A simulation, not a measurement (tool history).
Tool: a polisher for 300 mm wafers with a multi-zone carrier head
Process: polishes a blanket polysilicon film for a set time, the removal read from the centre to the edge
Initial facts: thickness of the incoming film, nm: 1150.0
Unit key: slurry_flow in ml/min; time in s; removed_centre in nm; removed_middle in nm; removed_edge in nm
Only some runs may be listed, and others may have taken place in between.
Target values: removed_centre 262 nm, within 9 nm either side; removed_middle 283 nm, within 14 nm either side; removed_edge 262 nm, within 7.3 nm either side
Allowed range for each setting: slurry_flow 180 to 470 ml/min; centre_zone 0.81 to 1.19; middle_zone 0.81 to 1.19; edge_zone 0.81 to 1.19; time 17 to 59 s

| run | hour | slurry_flow | centre_zone | middle_zone | edge_zone | time | removed_centre | removed_middle | removed_edge |
|---|---|---|---|---|---|---|---|---|---|
| 1 | 0 | 300 | 1 | 1 | 1 | 38 | 433.62 | 429.28 | 433.56 |
| 2 | 7 | 340 | 1 | 1 | 1 | 38 | 440.53 | 430.3 | 435.38 |
| 3 | 14.7 | 400 | 1 | 1 | 1 | 38 | 443.43 | 444.82 | 439.38 |
| 4 | 22.9 | 400 | 1 | 1 | 1 | 35 | 410.9 | 406.71 | 411.13 |
| 5 | 29.7 | 395 | 0.99 | 1.01 | 0.97 | 32 | 374.4 | 378.32 | 366.67 |
| 6 | 36.9 | 390 | 0.97 | 1 | 0.94 | 30 | 337.12 | 350.69 | 336.55 |
| 7 | 40.1 | 385 | 0.96 | 0.99 | 0.92 | 29 | 327.96 | 342.58 | 325.29 |
| 8 | 48.8 | 380 | 0.95 | 0.98 | 0.9 | 28 | 309.12 | 316.12 | 307.43 |
| 9 | 50.4 | 375 | 0.94 | 0.98 | 0.88 | 27 | 293.12 | 303.27 | 291.65 |
| 10 | 51.6 | 365 | 0.93 | 0.98 | 0.87 | 27 | 290.83 | 304.34 | 290.78 |
| 11 | 55 | 360 | 0.92 | 0.98 | 0.86 | 27 | 293.68 | 310.58 | 290.24 |
| 12 | 60.5 | 360 | 0.91 | 0.98 | 0.85 | 27 | 291.53 | 310.16 | 288.92 |
| 13 | 67.2 | 360 | 0.9 | 0.98 | 0.84 | 27 | 282.13 | 296.42 | 282.26 |

4 next moves are on the table. One of them brings every result within its allowed miss. Which?
| A | 73.9 | 300 | 0.96 | 1.06 | 0.93 | 24 | ? | ? | ? |
| B | 73.9 | 375 | 0.81 | 0.9 | 0.95 | 27 | ? | ? | ? |
| C | 73.9 | 380 | 1.09 | 1.09 | 0.81 | 24 | ? | ? | ? |
| D | 73.9 | 345 | 1.06 | 1.05 | 0.81 | 24 | ? | ? | ? |

| move | removed_centre | removed_middle | removed_edge |
|---|---|---|---|
| A | 261.55 | 283.79 | 261.58 |
| B | 253.21 | 284.11 | 302.55 |
| C | 304.37 | 296.72 | 249.76 |
| D | 293.24 | 285.15 | 248.33 |
A: meets every target
B: the biggest miss grows against the last run
C: takes the result that was furthest off past its target
D: takes the result that was furthest off past its target
Go with A: it meets all targets.
